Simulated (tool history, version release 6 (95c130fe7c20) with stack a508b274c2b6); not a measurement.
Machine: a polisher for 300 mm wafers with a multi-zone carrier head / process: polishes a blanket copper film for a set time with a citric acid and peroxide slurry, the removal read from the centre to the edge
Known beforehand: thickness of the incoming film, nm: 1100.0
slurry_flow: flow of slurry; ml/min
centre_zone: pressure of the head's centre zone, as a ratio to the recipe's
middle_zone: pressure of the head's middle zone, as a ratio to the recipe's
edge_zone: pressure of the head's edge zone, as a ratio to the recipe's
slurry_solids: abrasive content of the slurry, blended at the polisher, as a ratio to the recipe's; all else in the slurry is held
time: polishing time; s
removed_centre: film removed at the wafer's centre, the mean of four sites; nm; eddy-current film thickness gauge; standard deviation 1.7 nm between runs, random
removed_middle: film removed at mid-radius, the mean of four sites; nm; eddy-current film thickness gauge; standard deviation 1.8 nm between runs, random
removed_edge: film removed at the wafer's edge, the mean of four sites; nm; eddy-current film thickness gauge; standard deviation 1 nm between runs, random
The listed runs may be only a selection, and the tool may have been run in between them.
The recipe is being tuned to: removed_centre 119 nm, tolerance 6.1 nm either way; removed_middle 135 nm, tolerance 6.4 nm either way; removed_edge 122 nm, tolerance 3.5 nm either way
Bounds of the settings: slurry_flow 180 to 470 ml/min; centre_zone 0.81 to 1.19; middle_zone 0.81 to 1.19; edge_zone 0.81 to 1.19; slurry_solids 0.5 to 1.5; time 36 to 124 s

run  hour  slurry_flow  centre_zone  middle_zone  edge_zone  slurry_solids  time  removed_centre  removed_middle  removed_edge
  1     0          300            1            1          1              1    79          214.33          221.27        218.37
  2   1.8          300         0.99            1       0.98            0.9    73          195.99          200.79        191.92
  3     4          300         0.99            1       0.98            0.9    57          154.22          155.03        150.22
  4   5.1          295         0.96            1       0.97           0.85    56          141.62           152.8        146.69
  5  13.2          295         0.96            1       0.92           0.85    56          145.75           152.6        142.27
  6  14.3          295         0.95            1       0.91            0.8    56          143.33          148.84        143.47
  7  21.8          285         0.92          1.1       0.86           0.65    43          102.91          119.19        102.18
  8    23          290         0.93          1.1       0.88            0.7    43          105.77          121.31        104.56
  9  23.9          305         0.97         1.13       0.98           0.95    44          118.68          135.09        118.32

Consider the 5 candidate settings below. Which is the only one whose results all fall within their allowed miss of target?
  A  24.8          265         0.98         1.14       1.02           0.65    47               ?               ?             ?
  B  24.8          290         0.99         1.19          1           0.65    44               ?               ?             ?
  C  24.8          470         0.92         1.16       0.92            0.5    45               ?               ?             ?
  D  24.8          270         1.03         1.14       0.95              1    43               ?               ?             ?
  E  24.8          295         0.95         1.15       0.91           0.95    44               ?               ?             ?

move  removed_centre  removed_middle  removed_edge
   A          117.76          131.87        121.92
   B          112.72          129.11        113.89
   C          108.64          130.83        112.14
   D          120.42          128.22        114.52
   E          114.01          132.52        114.86
A: all results land within tolerance of their targets
B: misses by more than the last run did
C: misses by more than the last run did
D: misses by more than the last run did
E: misses by more than the last run did
Answer: A
